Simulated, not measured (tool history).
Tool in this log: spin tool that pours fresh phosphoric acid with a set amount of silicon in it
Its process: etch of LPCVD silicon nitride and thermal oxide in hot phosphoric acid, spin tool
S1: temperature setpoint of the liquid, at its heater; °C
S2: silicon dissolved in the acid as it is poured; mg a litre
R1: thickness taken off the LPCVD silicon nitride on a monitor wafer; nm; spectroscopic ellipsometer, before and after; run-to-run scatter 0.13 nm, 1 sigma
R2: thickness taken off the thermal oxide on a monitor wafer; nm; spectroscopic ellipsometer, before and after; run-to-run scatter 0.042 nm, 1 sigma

Run 1, hour 0.0: S1 162.0 °C, S2 8.5 mg a litre, time under the liquid (s) 180. Result: R1 14.8670 nm, R2 0.55333 nm.
Run 2, hour 4.4: S1 160.0 °C, S2 8.5 mg a litre, time under the liquid (s) 180. Result: R1 13.8310 nm, R2 0.53640 nm.
Run 3, hour 6.0: S1 160.0 °C, S2 8.5 mg a litre, time under the liquid (s) 115. Result: R1 8.9614 nm, R2 0.26403 nm.
Run 4, hour 13.1: S1 161.0 °C, S2 10.0 mg a litre, time under the liquid (s) 125. Result: R1 9.9893 nm, R2 0.34907 nm.
Run 5, hour 14.1: S1 161.0 °C, S2 15.0 mg a litre, time under the liquid (s) 125. Result: R1 9.9490 nm, R2 0.31474 nm.
Run 6, hour 21.3: S1 161.5 °C, S2 15.5 mg a litre, time under the liquid (s) 135. Result: R1 10.8760 nm, R2 0.32597 nm.

The next listed run, before its measurement:
Run 7, hour 26.6: S1 162.0 °C, S2 16.0 mg a litre, time under the liquid (s) 145. Result: R1 ?, R2 ?.

{"run 7": {"R1": 11.985, "R2": 0.39895}}
